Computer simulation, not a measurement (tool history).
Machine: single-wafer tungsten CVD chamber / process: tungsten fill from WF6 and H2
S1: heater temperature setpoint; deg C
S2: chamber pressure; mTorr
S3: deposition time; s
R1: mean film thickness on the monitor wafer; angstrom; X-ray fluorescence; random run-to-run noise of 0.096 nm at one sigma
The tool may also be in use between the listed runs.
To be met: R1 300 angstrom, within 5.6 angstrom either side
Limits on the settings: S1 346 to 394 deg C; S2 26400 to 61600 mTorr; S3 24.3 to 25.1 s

Run 1, day 0: S1 370 deg C, S2 44000 mTorr, S3 24.3 s. Result: R1 461.69 angstrom.
Run 2, day 0.15: S1 370 deg C, S2 44000 mTorr, S3 24.3 s. Result: R1 461.72 angstrom.
Run 3, day 0.188: S1 366 deg C, S2 43900 mTorr, S3 24.3 s. Result: R1 417.97 angstrom.
Run 4, day 0.45: S1 366 deg C, S2 36100 mTorr, S3 24.3 s. Result: R1 370.62 angstrom.
Run 5, day 0.688: S1 364 deg C, S2 36100 mTorr, S3 24.3 s. Result: R1 352.24 angstrom.
Run 6, day 0.904: S1 364 deg C, S2 42700 mTorr, S3 24.3 s. Result: R1 392.95 angstrom.
Run 7, day 1.196: S1 362 deg C, S2 42700 mTorr, S3 24.3 s. Result: R1 371.8 angstrom.
Run 8, day 1.221: S1 351 deg C, S2 42400 mTorr, S3 24.3 s. Result: R1 279.35 angstrom.

Exercise: of the 5 proposed moves below, exactly one satisfies all targets within the stated allowed misses. Which move is it?
Run A, day 1.246: S1 349 deg C, S2 49800 mTorr, S3 25.1 s. Result: R1 ?.
Run B, day 1.246: S1 352 deg C, S2 43400 mTorr, S3 24.3 s. Result: R1 ?.
Run C, day 1.246: S1 347 deg C, S2 50800 mTorr, S3 24.9 s. Result: R1 ?.
Run D, day 1.246: S1 357 deg C, S2 40900 mTorr, S3 24.3 s. Result: R1 ?.
Run E, day 1.246: S1 347 deg C, S2 41500 mTorr, S3 24.5 s. Result: R1 ?.

move      R1
   A  301.76
   B  291.88
   C  287.02
   D  320.24
   E  251.08
A: meets every target
B: nearer than the last run, and not there yet
C: nearer than the last run, and not there yet
D: pushes the last run's worst result past its target
E: lands further from the targets than the last run did
The move that meets every target is A.

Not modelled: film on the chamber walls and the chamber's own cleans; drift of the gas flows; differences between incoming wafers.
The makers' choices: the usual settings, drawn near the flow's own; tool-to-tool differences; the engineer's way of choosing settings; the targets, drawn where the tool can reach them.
